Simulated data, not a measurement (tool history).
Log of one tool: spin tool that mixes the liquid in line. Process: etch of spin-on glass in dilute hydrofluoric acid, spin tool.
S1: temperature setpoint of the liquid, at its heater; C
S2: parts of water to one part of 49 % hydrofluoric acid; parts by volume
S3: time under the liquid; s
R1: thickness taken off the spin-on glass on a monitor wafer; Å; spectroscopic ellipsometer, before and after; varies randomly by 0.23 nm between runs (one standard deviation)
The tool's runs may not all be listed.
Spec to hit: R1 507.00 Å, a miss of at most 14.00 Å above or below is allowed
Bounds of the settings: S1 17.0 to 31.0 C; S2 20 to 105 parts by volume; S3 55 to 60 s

run  hour    S1  S2  S3      R1
  1   0.0  23.0  55  55  379.66
  2   2.0  23.0  55  55  380.58
  3   9.9  24.0  55  55  395.58
  4  12.8  24.0  55  60  431.72
  5  20.0  24.5  55  60  437.90
  6  27.7  25.0  55  60  452.14
  7  33.3  25.5  55  60  462.14
  8  34.1  26.0  55  60  466.92
  9  35.3  26.5  55  60  480.72

Pick the move, out of 5, that brings all results within their allowed miss; only one does.
  A  36.5  26.0  60  60   ?
  B  36.5  25.0  50  55   ?
  C  36.5  22.5  45  55   ?
  D  36.5  27.0  60  60   ?
  E  36.5  25.5  50  60   ?

move      R1
   A  431.16
   B  461.72
   C  465.74
   D  448.76
   E  514.06
A: the biggest miss grows against the last run
B: the biggest miss grows against the last run
C: the biggest miss grows against the last run
D: the biggest miss grows against the last run
E: in spec on every target
So the answer is move E, the one that meets all the targets.

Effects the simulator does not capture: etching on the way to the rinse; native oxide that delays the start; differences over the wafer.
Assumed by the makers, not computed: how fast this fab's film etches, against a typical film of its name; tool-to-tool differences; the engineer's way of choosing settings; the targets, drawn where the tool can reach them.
